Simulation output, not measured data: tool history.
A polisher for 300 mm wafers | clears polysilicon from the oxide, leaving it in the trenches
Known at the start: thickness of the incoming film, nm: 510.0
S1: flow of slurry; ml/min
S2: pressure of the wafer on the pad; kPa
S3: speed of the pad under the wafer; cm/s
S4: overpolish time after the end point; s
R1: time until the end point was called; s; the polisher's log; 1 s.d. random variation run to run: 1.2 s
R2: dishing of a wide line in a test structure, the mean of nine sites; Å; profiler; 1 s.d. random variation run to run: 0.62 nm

run    day   S1    S2  S3  S4      R1      R2
  1  0.000  195  22.8  86  28  38.057  371.10
  2  0.042  195  20.0  86  28  44.463  358.86
  3  0.100  215  20.0  86  28  42.416  368.05
  4  0.233  215  20.0  86  18  44.166  372.82
  5  0.517  255  20.0  86  18  41.608  360.29
  6  0.550  285  20.0  86  18  42.123  368.82
  7  0.858  270  18.6  86  18  44.458  371.81
  8  1.025  260  18.6  80  21  48.112  373.38
     1.338  -- head pressure recalibrated
  9  1.338  240  17.2  84  20  51.812  367.46
 10  1.438  225  15.9  88  22  54.177  368.15
 11  1.579  260  12.4  82  12  69.437  332.33

Run 12 is up next; what results do you expect?
 12  1.604  260  12.4  82  11   ?   ?

R1: 66.489 s
R2: 331.55 Å
